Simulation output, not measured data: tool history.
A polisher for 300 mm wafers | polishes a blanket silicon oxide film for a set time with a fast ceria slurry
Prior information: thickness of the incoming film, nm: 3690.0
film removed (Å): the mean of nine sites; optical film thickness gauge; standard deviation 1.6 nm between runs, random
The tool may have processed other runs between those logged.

run    day  flow of slurry (ml/min)  pressure of the wafer on the pad (psi)  speed of the pad under the wafer (m/s)  polishing time (s)  film removed (Å)
  1      0                      310                                     1.9                                    0.78                  57            4281.5
  2  0.125                      310                                     1.6                                    0.72                  57            3340.8
  3  0.196                      310                                     1.4                                    0.68                  57            2790.7
  4    0.5                      310                                     1.4                                    0.68                  57            2829.1
  5  0.683                      310                                     1.7                                    0.68                  57              3357
  6   1.05                      310                                     1.4                                    0.66                  57            2694.3
  7  1.396                      310                                     1.2                                    0.66                  57            2337.2

Run 8 is up next; what results do you expect?
  8  1.679                      310                                     1.1                                    0.66                  57                 ?

{"run 8": {"film removed (Å)": 2193.2}}
